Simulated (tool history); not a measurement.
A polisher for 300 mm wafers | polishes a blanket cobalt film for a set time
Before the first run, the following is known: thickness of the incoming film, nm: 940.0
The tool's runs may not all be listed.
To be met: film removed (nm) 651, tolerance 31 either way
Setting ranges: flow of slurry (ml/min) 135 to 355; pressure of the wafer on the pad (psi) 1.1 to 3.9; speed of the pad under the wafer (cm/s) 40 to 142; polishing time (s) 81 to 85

| run | day | flow of slurry (ml/min) | pressure of the wafer on the pad (psi) | speed of the pad under the wafer (cm/s) | polishing time (s) | film removed (nm) |
|---|---|---|---|---|---|---|
| 1 | 0 | 225 | 2.5 | 90 | 81 | 362.78 |
| 2 | 0.2 | 225 | 2.7 | 90 | 81 | 386.95 |
| 3 | 0.225 | 225 | 2.9 | 92 | 81 | 431.59 |
| 4 | 0.479 | 265 | 2.9 | 92 | 81 | 422.63 |
| 5 | 0.817 | 265 | 3 | 94 | 81 | 449.58 |
| 6 | 1.171 | 210 | 3 | 94 | 81 | 436.79 |
| 7 | 1.367 | 210 | 3.7 | 98 | 81 | 532.51 |
| 8 | 1.6 | 210 | 3.7 | 98 | 81 | 543.35 |
| 9 | 1.675 | 210 | 3.7 | 100 | 81 | 552.08 |
| 10 | 1.867 | 210 | 3.7 | 102 | 81 | 547.99 |
| 11 | 2.142 | 210 | 3.7 | 104 | 81 | 556.14 |
| 12 | 2.5 | 210 | 3.7 | 106 | 81 | 573.64 |
| 13 | 2.767 | 210 | 3.7 | 108 | 81 | 592.2 |
| 14 | 3.067 | 210 | 3.7 | 108 | 81 | 577.75 |
| 15 | 3.15 | 210 | 3.7 | 110 | 81 | 593.87 |
| 16 | 3.512 | 210 | 3.8 | 112 | 81 | 631.91 |

Of the 5 settings listed for the next run, only one would bring every result within its allowed miss of target. Which one?
| A | 3.875 | 270 | 3.9 | 98 | 81 | ? |
| B | 3.875 | 235 | 3.5 | 112 | 81 | ? |
| C | 3.875 | 200 | 3.9 | 100 | 84 | ? |
| D | 3.875 | 215 | 3.2 | 126 | 85 | ? |
| E | 3.875 | 135 | 3.9 | 100 | 85 | ? |

| move | film removed (nm) |
|---|---|
| A | 574.13 |
| B | 592.33 |
| C | 593.21 |
| D | 644.77 |
| E | 581.56 |
A: the biggest miss grows against the last run
B: the biggest miss grows against the last run
C: the biggest miss grows against the last run
D: every result lands within tolerance
E: the biggest miss grows against the last run
So the answer is move D, the one that meets all the targets.
